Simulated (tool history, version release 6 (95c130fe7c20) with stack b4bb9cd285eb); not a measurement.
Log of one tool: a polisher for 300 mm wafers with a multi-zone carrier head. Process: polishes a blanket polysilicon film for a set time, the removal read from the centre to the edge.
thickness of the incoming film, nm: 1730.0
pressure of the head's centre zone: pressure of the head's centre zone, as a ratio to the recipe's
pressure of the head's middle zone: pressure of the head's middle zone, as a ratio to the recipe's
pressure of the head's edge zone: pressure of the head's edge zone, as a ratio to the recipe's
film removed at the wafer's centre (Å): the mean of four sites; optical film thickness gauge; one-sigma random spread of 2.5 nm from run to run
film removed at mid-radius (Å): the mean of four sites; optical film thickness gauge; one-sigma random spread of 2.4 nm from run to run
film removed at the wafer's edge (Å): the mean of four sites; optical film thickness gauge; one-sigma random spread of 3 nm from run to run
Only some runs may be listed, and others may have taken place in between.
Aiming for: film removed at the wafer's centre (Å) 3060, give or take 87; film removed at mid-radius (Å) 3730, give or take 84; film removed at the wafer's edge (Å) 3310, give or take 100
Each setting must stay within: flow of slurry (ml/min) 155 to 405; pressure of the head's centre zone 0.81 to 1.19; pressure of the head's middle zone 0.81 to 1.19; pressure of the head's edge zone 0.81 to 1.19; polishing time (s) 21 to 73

| run | hour | flow of slurry (ml/min) | pressure of the head's centre zone | pressure of the head's middle zone | pressure of the head's edge zone | polishing time (s) | film removed at the wafer's centre (Å) | film removed at mid-radius (Å) | film removed at the wafer's edge (Å) |
|---|---|---|---|---|---|---|---|---|---|
| 1 | 0 | 260 | 1 | 1 | 1 | 47 | 2964.8 | 3033.7 | 2936.3 |
| 2 | 2.4 | 260 | 1 | 1 | 1 | 39 | 2488 | 2551.1 | 2491.4 |
| 3 | 11.2 | 260 | 1 | 1 | 1 | 30 | 1914.6 | 1969.6 | 1926.6 |
| 4 | 20 | 275 | 1 | 1.05 | 1.05 | 35 | 2260.8 | 2370.4 | 2276.7 |
| 5 | 27.7 | 280 | 0.98 | 1.09 | 1.07 | 39 | 2439 | 2753.2 | 2592.7 |
| 6 | 31.5 | 295 | 0.98 | 1.12 | 1.09 | 41 | 2579.5 | 2982.4 | 2727.9 |
| 7 | 38 | 305 | 0.98 | 1.14 | 1.11 | 43 | 2710.7 | 3175.7 | 2933.3 |
| 8 | 40.2 | 315 | 0.98 | 1.15 | 1.11 | 44 | 2783.7 | 3271.8 | 2944.5 |
| 9 | 42.3 | 315 | 0.98 | 1.16 | 1.12 | 45 | 2837.7 | 3432.4 | 3039 |
| 10 | 46.9 | 320 | 0.99 | 1.17 | 1.14 | 46 | 2953.6 | 3493.8 | 3148.5 |
|  | 54.1 | worn pad replaced by a new one |
| 11 | 54.1 | 330 | 0.99 | 1.18 | 1.14 | 46 | 3185.3 | 3817 | 3373.4 |
| 12 | 59.4 | 325 | 0.99 | 1.18 | 1.14 | 46 | 3160.3 | 3808.5 | 3397.6 |

Exercise: of the 5 proposed moves below, exactly one satisfies all targets within the stated allowed misses. Which move is it?
| A | 64.7 | 335 | 1 | 1.13 | 1.19 | 44 | ? | ? | ? |
| B | 64.7 | 325 | 1.01 | 1.18 | 1.14 | 43 | ? | ? | ? |
| C | 64.7 | 365 | 1 | 1.15 | 1.08 | 46 | ? | ? | ? |
| D | 64.7 | 285 | 0.99 | 1.19 | 1.18 | 45 | ? | ? | ? |
| E | 64.7 | 325 | 0.93 | 1.07 | 1.12 | 48 | ? | ? | ? |

| move | film removed at the wafer's centre (Å) | film removed at mid-radius (Å) | film removed at the wafer's edge (Å) |
|---|---|---|---|
| A | 3052.6 | 3526.1 | 3309.4 |
| B | 3005 | 3567 | 3164.4 |
| C | 3218.3 | 3771.2 | 3335.1 |
| D | 3036.7 | 3710.1 | 3327.4 |
| E | 3084.3 | 3662.3 | 3510.5 |
A: meets the target for the result that was furthest off, but another lies outside its allowed miss
B: meets the target for the result that was furthest off, but another lies outside its allowed miss
C: its largest miss is bigger than the last run's
D: each result inside its tolerance
E: meets the target for the result that was furthest off, but another lies outside its allowed miss
Go with D: it meets all targets.
